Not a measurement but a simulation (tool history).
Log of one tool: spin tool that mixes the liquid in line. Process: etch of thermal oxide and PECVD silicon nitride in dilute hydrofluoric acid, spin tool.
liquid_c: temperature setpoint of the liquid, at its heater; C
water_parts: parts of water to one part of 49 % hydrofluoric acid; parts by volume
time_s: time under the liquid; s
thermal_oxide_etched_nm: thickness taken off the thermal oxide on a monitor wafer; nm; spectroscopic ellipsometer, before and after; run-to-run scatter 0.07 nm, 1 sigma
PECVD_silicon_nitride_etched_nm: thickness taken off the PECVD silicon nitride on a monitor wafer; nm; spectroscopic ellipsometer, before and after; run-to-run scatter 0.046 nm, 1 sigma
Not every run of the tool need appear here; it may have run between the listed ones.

run	hour	liquid_c	water_parts	time_s	thermal_oxide_etched_nm	PECVD_silicon_nitride_etched_nm
1	0	21	240	180	2.9949	4.034
2	5.1	21	220	175	3.2825	4.268
3	9.5	24.5	220	175	3.7274	5.3362
4	14.9	27	220	175	4.1214	6.1748
5	19.7	26	205	170	4.0318	6.1041
6	22.2	24.5	190	170	4.2841	5.9648
# hour 30.8: thermometer replaced
7	30.8	23.5	180	170	3.9949	5.1152

Run 8 has not been measured yet. What should we expect?
8	34.6	23.5	170	170	?	?

For run 8 the tool returned thermal_oxide_etched_nm 4.2599 nm, PECVD_silicon_nitride_etched_nm 5.4266 nm.

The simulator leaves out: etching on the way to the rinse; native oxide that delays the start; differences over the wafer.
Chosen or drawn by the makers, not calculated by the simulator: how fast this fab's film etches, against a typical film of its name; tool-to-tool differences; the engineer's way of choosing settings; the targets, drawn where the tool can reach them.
